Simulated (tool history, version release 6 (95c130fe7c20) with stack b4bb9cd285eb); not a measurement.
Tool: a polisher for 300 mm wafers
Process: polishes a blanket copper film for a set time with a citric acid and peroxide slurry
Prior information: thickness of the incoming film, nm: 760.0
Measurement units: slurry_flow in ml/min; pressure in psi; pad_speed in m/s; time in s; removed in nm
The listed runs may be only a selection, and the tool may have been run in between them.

{"run": 1, "hour": 0.0, "slurry_flow": 155, "pressure": 3.8, "pad_speed": 0.94, "slurry_solids": 1, "time": 57, "removed": 145.58}
{"run": 2, "hour": 2.3, "slurry_flow": 145, "pressure": 3.2, "pad_speed": 0.88, "slurry_solids": 1, "time": 57, "removed": 114.28}
{"run": 3, "hour": 2.9, "slurry_flow": 140, "pressure": 2.7, "pad_speed": 0.84, "slurry_solids": 1, "time": 57, "removed": 93.022}
{"run": 4, "hour": 8.8, "slurry_flow": 110, "pressure": 2.7, "pad_speed": 0.84, "slurry_solids": 1, "time": 57, "removed": 87.752}
{"run": 5, "hour": 14.0, "slurry_flow": 110, "pressure": 2.7, "pad_speed": 0.84, "slurry_solids": 1, "time": 57, "removed": 88.588}
{"run": 6, "hour": 21.2, "slurry_flow": 105, "pressure": 2.4, "pad_speed": 0.84, "slurry_solids": 1, "time": 57, "removed": 77.59}
{"run": 7, "hour": 24.9, "slurry_flow": 105, "pressure": 2.3, "pad_speed": 0.84, "slurry_solids": 1, "time": 57, "removed": 73.947}

Predict the results of run 8:
{"run": 8, "hour": 29.6, "slurry_flow": 105, "pressure": 2.2, "pad_speed": 0.84, "slurry_solids": 1, "time": 57, "removed": "?"}

{"run 8": {"removed": 70.784}}
